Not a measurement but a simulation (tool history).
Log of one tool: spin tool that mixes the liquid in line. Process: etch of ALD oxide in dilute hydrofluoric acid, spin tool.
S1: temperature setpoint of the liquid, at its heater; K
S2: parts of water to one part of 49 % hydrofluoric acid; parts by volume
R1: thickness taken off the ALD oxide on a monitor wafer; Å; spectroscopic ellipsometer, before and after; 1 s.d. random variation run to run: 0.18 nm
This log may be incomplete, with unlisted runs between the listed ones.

run 1 hour=0 | S1=298.15 S2=280 time_under_the_liquid_(s)=295 | R1=129.22
run 2 hour=7 | S1=295.65 S2=280 time_under_the_liquid_(s)=295 | R1=120.09
run 3 hour=13.1 | S1=295.65 S2=280 time_under_the_liquid_(s)=315 | R1=127.32
run 4 hour=19.4 | S1=295.65 S2=200 time_under_the_liquid_(s)=315 | R1=194.15
run 5 hour=22.9 | S1=295.65 S2=200 time_under_the_liquid_(s)=315 | R1=192.76
run 6 hour=30.5 | S1=295.65 S2=120 time_under_the_liquid_(s)=315 | R1=357.18
-- hour=38.1 hydrofluoric acid flow meter replaced
run 7 hour=38.1 | S1=294.15 S2=125 time_under_the_liquid_(s)=315 | R1=341.12
run 8 hour=40.9 | S1=294.15 S2=140 time_under_the_liquid_(s)=315 | R1=300.7
run 9 hour=48.1 | S1=293.65 S2=145 time_under_the_liquid_(s)=315 | R1=285.04
run 10 hour=54.4 | S1=293.65 S2=145 time_under_the_liquid_(s)=315 | R1=283.52
run 11 hour=61.8 | S1=292.65 S2=145 time_under_the_liquid_(s)=315 | R1=274.04

What does the tool deliver on the next run?
run 12 hour=69.1 | S1=292.15 S2=145 time_under_the_liquid_(s)=315 | R1=?

Logged for run 12: R1 266.42 Å.

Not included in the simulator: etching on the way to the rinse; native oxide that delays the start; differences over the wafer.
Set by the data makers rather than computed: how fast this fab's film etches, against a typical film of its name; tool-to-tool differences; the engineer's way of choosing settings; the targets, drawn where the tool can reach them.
